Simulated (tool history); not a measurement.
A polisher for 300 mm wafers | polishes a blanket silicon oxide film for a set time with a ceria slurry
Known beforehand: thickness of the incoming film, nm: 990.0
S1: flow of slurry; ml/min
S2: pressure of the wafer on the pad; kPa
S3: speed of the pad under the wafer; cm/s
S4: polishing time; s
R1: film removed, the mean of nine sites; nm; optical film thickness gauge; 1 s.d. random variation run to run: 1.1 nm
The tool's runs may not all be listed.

Run 1, day 0: S1 255 ml/min, S2 15.9 kPa, S3 108 cm/s, S4 101 s. Result: R1 296.62 nm.
Run 2, day 0.183: S1 255 ml/min, S2 15.9 kPa, S3 82 cm/s, S4 101 s. Result: R1 230.48 nm.
Run 3, day 0.375: S1 255 ml/min, S2 15.9 kPa, S3 68 cm/s, S4 101 s. Result: R1 191.72 nm.
Run 4, day 0.5: S1 255 ml/min, S2 13.8 kPa, S3 66 cm/s, S4 101 s. Result: R1 164.85 nm.
Run 5, day 0.562: S1 255 ml/min, S2 13.8 kPa, S3 66 cm/s, S4 107 s. Result: R1 172.03 nm.
Run 6, day 0.817: S1 255 ml/min, S2 13.8 kPa, S3 54 cm/s, S4 107 s. Result: R1 145.2 nm.
Run 7, day 0.933: S1 255 ml/min, S2 12.4 kPa, S3 54 cm/s, S4 107 s. Result: R1 128 nm.

Expected results for the next run?
Run 8, day 1.058: S1 255 ml/min, S2 11.7 kPa, S3 54 cm/s, S4 107 s. Result: R1 ?.

Run 8 yielded R1 123.36 nm.

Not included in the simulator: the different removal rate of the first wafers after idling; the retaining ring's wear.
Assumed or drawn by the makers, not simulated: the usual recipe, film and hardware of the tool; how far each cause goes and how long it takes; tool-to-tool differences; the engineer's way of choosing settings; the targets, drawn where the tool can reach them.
